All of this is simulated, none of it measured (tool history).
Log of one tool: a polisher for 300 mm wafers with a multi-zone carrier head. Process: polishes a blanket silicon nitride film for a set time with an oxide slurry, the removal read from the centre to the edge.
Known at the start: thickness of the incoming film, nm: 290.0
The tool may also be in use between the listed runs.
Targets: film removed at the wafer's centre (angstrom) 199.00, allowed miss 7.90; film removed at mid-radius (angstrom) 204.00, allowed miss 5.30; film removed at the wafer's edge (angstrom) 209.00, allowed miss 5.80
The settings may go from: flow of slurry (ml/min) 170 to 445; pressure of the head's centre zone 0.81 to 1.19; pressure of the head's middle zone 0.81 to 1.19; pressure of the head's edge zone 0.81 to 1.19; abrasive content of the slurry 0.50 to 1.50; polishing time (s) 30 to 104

run	hour	flow of slurry (ml/min)	pressure of the head's centre zone	pressure of the head's middle zone	pressure of the head's edge zone	abrasive content of the slurry	polishing time (s)	film removed at the wafer's centre (angstrom)	film removed at mid-radius (angstrom)	film removed at the wafer's edge (angstrom)
1	0.0	285	1.00	1.00	1.00	1.00	67	290.51	292.37	295.74
2	4.0	280	0.98	0.98	0.97	0.90	66	268.07	267.25	268.82
3	6.9	280	0.98	0.98	0.93	0.90	66	264.01	261.09	262.17
4	10.0	345	0.98	0.98	0.93	0.90	66	273.28	269.54	268.18
5	16.2	345	0.98	0.98	0.93	0.90	82	340.08	337.68	333.78
6	17.9	345	0.98	0.98	0.85	0.90	82	342.50	336.51	317.74
7	25.1	335	0.95	0.96	0.84	0.80	79	279.60	285.18	274.69
8	27.3	295	0.92	0.88	0.81	0.55	77	165.32	159.90	162.53
9	34.6	325	0.92	0.89	0.84	0.55	77	168.25	161.64	166.08
10	35.7	320	0.93	0.92	0.88	0.55	77	164.82	165.72	168.18
11	44.0	325	0.95	0.94	0.92	0.55	77	170.44	168.58	173.15
12	49.5	330	0.96	0.96	0.95	0.55	77	171.57	171.23	173.69
13	55.2	330	0.97	0.97	0.98	0.55	77	174.84	170.33	176.39
14	63.2	330	0.97	0.99	1.01	0.55	77	175.24	176.19	180.35

Which of these 5 next moves meets every target?
A	71.2	300	0.93	0.98	1.11	0.60	75	?	?	?
B	71.2	440	0.91	0.94	0.94	0.75	60	?	?	?
C	71.2	255	0.86	0.90	1.12	0.60	80	?	?	?
D	71.2	320	0.86	1.03	1.06	0.60	75	?	?	?
E	71.2	340	0.93	0.96	1.08	0.65	70	?	?	?

move	film removed at the wafer's centre (angstrom)	film removed at mid-radius (angstrom)	film removed at the wafer's edge (angstrom)
A	183.62	196.46	208.90
B	197.75	208.79	208.90
C	180.25	194.42	220.85
D	173.94	204.59	205.03
E	194.45	204.96	217.33
A: nearer than the last run, and not there yet
B: meets every target
C: nearer than the last run, and not there yet
D: brings the result that was furthest off to its target, and leaves another outside
E: brings the result that was furthest off to its target, and leaves another outside
Answer: B

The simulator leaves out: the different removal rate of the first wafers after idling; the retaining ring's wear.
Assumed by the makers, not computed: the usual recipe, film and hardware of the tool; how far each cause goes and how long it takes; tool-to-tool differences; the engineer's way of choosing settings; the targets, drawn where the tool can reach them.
